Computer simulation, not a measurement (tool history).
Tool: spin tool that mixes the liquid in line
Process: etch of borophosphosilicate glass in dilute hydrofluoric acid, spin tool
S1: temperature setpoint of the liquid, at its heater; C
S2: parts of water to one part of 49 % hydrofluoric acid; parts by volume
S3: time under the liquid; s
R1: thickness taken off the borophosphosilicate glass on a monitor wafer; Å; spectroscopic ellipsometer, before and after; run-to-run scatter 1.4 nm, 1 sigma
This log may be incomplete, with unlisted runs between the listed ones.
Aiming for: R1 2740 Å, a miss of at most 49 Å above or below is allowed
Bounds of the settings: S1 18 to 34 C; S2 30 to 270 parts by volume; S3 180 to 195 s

run  hour    S1   S2   S3      R1
  1     0    26  150  180  658.24
  2   8.7  28.5  115  185  1012.1
  3  16.1    30   90  190  1452.8
  4  22.3    31   75  190    1857
  5  25.5    32   70  190  2078.5
  6  26.7    34   70  190  2244.5
  7  28.9    34   65  190  2427.4
  8  34.7    34   60  190  2658.1
  9  36.7    34   55  190  2912.9
 10  44.9  33.5   55  190  2860.9
 11  53.1    33   55  190  2841.2

Exercise: of the 4 proposed moves below, exactly one satisfies all targets within the stated allowed misses. Which move is it?
  A  61.3  32.5  55  195   ?
  B  61.3    34  55  195   ?
  C  61.3    34  60  195   ?
  D  61.3  27.5  45  195   ?

move      R1
   A  2848.9
   B  3016.1
   C  2741.8
   D    2906
A: misses by more than the last run did
B: misses by more than the last run did
C: all results in spec
D: misses by more than the last run did
Go with C: it meets all targets.
